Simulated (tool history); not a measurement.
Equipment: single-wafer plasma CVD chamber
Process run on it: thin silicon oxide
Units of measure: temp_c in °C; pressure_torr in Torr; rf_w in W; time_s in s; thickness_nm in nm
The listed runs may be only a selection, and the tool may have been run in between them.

run 1 hour=0 | temp_c=400 pressure_torr=1.05 rf_w=350 time_s=14.1 | thickness_nm=32.724
run 2 hour=7.4 | temp_c=394 pressure_torr=1.05 rf_w=350 time_s=14.1 | thickness_nm=32.72
run 3 hour=15.7 | temp_c=394 pressure_torr=0.97 rf_w=350 time_s=14.1 | thickness_nm=30.314
run 4 hour=18.1 | temp_c=394 pressure_torr=0.94 rf_w=350 time_s=14.1 | thickness_nm=29.228
run 5 hour=19.4 | temp_c=394 pressure_torr=0.92 rf_w=350 time_s=14.1 | thickness_nm=28.376
run 6 hour=20.6 | temp_c=394 pressure_torr=0.8 rf_w=350 time_s=14.1 | thickness_nm=22.982

The next listed run, before its measurement:
run 7 hour=24.7 | temp_c=390 pressure_torr=0.83 rf_w=350 time_s=14.1 | thickness_nm=?

thickness_nm: 24.588 nm
